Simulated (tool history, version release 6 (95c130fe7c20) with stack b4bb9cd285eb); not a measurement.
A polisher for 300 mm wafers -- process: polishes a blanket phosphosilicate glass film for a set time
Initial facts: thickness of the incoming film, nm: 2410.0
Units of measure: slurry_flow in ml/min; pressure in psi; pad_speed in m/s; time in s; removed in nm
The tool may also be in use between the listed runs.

{"run": 1, "day": 0.0, "slurry_flow": 135, "pressure": 3.7, "pad_speed": 1.2, "slurry_solids": 1, "time": 49, "removed": 516.91}
{"run": 2, "day": 0.1, "slurry_flow": 105, "pressure": 3.7, "pad_speed": 1.2, "slurry_solids": 1, "time": 49, "removed": 486.48}
{"run": 3, "day": 0.362, "slurry_flow": 100, "pressure": 3.6, "pad_speed": 1.2, "slurry_solids": 1, "time": 49, "removed": 470.44}
{"run": 4, "day": 0.588, "slurry_flow": 80, "pressure": 3.6, "pad_speed": 1.2, "slurry_solids": 1, "time": 49, "removed": 442.21}
{"run": 5, "day": 0.692, "slurry_flow": 80, "pressure": 2.7, "pad_speed": 1.2, "slurry_solids": 1, "time": 49, "removed": 332.94}
{"run": 6, "day": 0.908, "slurry_flow": 80, "pressure": 1.8, "pad_speed": 1.2, "slurry_solids": 1, "time": 49, "removed": 223.03}
{"run": 7, "day": 1.242, "slurry_flow": 90, "pressure": 2.1, "pad_speed": 1.2, "slurry_solids": 1, "time": 49, "removed": 271.85}
{"run": 8, "day": 1.529, "slurry_flow": 90, "pressure": 2.1, "pad_speed": 1.2, "slurry_solids": 1, "time": 49, "removed": 273.45}
{"run": 9, "day": 1.696, "slurry_flow": 110, "pressure": 2.1, "pad_speed": 1.2, "slurry_solids": 1, "time": 49, "removed": 289.92}
{"run": 10, "day": 1.8, "slurry_flow": 125, "pressure": 2.1, "pad_speed": 1.2, "slurry_solids": 1, "time": 49, "removed": 292.97}
{"run": 11, "day": 2.038, "slurry_flow": 140, "pressure": 2.2, "pad_speed": 1.2, "slurry_solids": 1, "time": 49, "removed": 316.35}

Predict the results of run 12:
{"run": 12, "day": 2.083, "slurry_flow": 150, "pressure": 2.3, "pad_speed": 1.2, "slurry_solids": 1, "time": 49, "removed": "?"}

removed: 338.9 nm
